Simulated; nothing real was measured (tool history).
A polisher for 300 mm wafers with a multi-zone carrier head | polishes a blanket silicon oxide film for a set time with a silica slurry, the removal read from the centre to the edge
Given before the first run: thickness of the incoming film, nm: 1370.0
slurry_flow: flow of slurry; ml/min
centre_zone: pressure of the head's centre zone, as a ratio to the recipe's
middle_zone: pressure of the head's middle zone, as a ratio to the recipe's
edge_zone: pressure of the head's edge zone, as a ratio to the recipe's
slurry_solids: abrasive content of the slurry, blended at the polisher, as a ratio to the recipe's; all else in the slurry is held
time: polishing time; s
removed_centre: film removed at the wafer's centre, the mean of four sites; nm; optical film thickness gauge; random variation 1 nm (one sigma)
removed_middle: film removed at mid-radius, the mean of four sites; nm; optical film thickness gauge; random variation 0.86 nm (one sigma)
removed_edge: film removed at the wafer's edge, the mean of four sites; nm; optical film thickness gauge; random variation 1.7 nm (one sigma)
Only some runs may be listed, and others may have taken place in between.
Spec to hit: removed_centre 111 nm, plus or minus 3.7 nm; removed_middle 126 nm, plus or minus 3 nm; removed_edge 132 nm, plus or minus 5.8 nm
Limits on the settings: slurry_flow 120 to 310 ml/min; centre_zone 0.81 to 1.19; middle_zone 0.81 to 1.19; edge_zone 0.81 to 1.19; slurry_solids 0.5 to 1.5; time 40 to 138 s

{"run": 1, "hour": 0.0, "slurry_flow": 200, "centre_zone": 1, "middle_zone": 1, "edge_zone": 1, "slurry_solids": 1, "time": 88, "removed_centre": 170.7, "removed_middle": 172.91, "removed_edge": 170.1}
{"run": 2, "hour": 4.8, "slurry_flow": 200, "centre_zone": 1.04, "middle_zone": 1, "edge_zone": 1, "slurry_solids": 1, "time": 88, "removed_centre": 180.01, "removed_middle": 172.46, "removed_edge": 166.79}
{"run": 3, "hour": 12.2, "slurry_flow": 190, "centre_zone": 0.99, "middle_zone": 0.98, "edge_zone": 0.97, "slurry_solids": 0.9, "time": 88, "removed_centre": 159.71, "removed_middle": 161.66, "removed_edge": 154.97}
{"run": 4, "hour": 15.8, "slurry_flow": 190, "centre_zone": 0.99, "middle_zone": 0.91, "edge_zone": 0.97, "slurry_solids": 0.9, "time": 88, "removed_centre": 160.17, "removed_middle": 153.42, "removed_edge": 155.2}
{"run": 5, "hour": 16.9, "slurry_flow": 240, "centre_zone": 0.99, "middle_zone": 0.91, "edge_zone": 0.97, "slurry_solids": 0.9, "time": 88, "removed_centre": 160.93, "removed_middle": 156.51, "removed_edge": 159.16}
{"run": 6, "hour": 18.6, "slurry_flow": 240, "centre_zone": 0.99, "middle_zone": 0.91, "edge_zone": 0.97, "slurry_solids": 1, "time": 88, "removed_centre": 173, "removed_middle": 165.57, "removed_edge": 173.38}
{"run": 7, "hour": 23.7, "slurry_flow": 240, "centre_zone": 0.99, "middle_zone": 0.91, "edge_zone": 0.97, "slurry_solids": 1, "time": 88, "removed_centre": 168.39, "removed_middle": 165.85, "removed_edge": 169.86}
{"run": 8, "hour": 30.4, "slurry_flow": 185, "centre_zone": 0.89, "middle_zone": 0.83, "edge_zone": 0.87, "slurry_solids": 0.75, "time": 87, "removed_centre": 128.27, "removed_middle": 130.91, "removed_edge": 135.05}
{"run": 9, "hour": 38.5, "slurry_flow": 180, "centre_zone": 0.87, "middle_zone": 0.83, "edge_zone": 0.89, "slurry_solids": 0.75, "time": 87, "removed_centre": 125.13, "removed_middle": 130.96, "removed_edge": 135.18}
{"run": 10, "hour": 40.8, "slurry_flow": 175, "centre_zone": 0.85, "middle_zone": 0.83, "edge_zone": 0.91, "slurry_solids": 0.75, "time": 87, "removed_centre": 122.86, "removed_middle": 129.61, "removed_edge": 138.21}
{"run": 11, "hour": 49.8, "slurry_flow": 170, "centre_zone": 0.84, "middle_zone": 0.84, "edge_zone": 0.92, "slurry_solids": 0.7, "time": 87, "removed_centre": 114.58, "removed_middle": 125.08, "removed_edge": 129.59}

Consider the 4 candidate settings below. Which is the only one whose results all fall within their allowed miss of target?
{"run": "A", "hour": 58.8, "slurry_flow": 210, "centre_zone": 0.86, "middle_zone": 0.81, "edge_zone": 0.94, "slurry_solids": 0.6, "time": 98, "removed_centre": "?", "removed_middle": "?", "removed_edge": "?"}
{"run": "B", "hour": 58.8, "slurry_flow": 135, "centre_zone": 0.88, "middle_zone": 0.85, "edge_zone": 0.95, "slurry_solids": 0.65, "time": 95, "removed_centre": "?", "removed_middle": "?", "removed_edge": "?"}
{"run": "C", "hour": 58.8, "slurry_flow": 190, "centre_zone": 0.82, "middle_zone": 0.86, "edge_zone": 0.94, "slurry_solids": 0.75, "time": 81, "removed_centre": "?", "removed_middle": "?", "removed_edge": "?"}
{"run": "D", "hour": 58.8, "slurry_flow": 160, "centre_zone": 0.9, "middle_zone": 0.9, "edge_zone": 0.84, "slurry_solids": 0.65, "time": 90, "removed_centre": "?", "removed_middle": "?", "removed_edge": "?"}

move=A removed_centre=125.41 removed_middle=130 removed_edge=142.9
move=B removed_centre=120.59 removed_middle=126.81 removed_edge=138.46
move=C removed_centre=109.73 removed_middle=123.99 removed_edge=131.74
move=D removed_centre=120.73 removed_middle=128.1 removed_edge=126.52
A: moves away from the targets compared with the last run
B: moves away from the targets compared with the last run
C: all results in spec
D: moves away from the targets compared with the last run
C is the move that brings every result within its allowed miss.
